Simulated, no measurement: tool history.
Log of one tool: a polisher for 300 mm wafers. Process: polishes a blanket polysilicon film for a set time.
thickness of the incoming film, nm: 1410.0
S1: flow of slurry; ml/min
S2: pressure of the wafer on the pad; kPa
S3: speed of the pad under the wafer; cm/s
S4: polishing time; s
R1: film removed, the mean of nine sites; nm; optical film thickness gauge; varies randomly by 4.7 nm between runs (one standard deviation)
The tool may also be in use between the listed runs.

Run 1, day 0.000: S1 280 ml/min, S2 20.0 kPa, S3 120 cm/s, S4 27 s. Result: R1 316.37 nm.
Run 2, day 0.362: S1 330 ml/min, S2 20.0 kPa, S3 120 cm/s, S4 27 s. Result: R1 317.31 nm.
Run 3, day 0.404: S1 330 ml/min, S2 20.0 kPa, S3 144 cm/s, S4 27 s. Result: R1 376.81 nm.
Run 4, day 0.767: S1 330 ml/min, S2 20.0 kPa, S3 144 cm/s, S4 24 s. Result: R1 336.06 nm.
Run 5, day 1.033: S1 330 ml/min, S2 20.0 kPa, S3 144 cm/s, S4 24 s. Result: R1 334.82 nm.
Run 6, day 1.271: S1 330 ml/min, S2 20.0 kPa, S3 124 cm/s, S4 24 s. Result: R1 286.80 nm.

Run 7, settings as shown, results not yet in. Your forecast:
Run 7, day 1.508: S1 335 ml/min, S2 25.5 kPa, S3 130 cm/s, S4 24 s. Result: R1 ?.

R1: 387.61 nm

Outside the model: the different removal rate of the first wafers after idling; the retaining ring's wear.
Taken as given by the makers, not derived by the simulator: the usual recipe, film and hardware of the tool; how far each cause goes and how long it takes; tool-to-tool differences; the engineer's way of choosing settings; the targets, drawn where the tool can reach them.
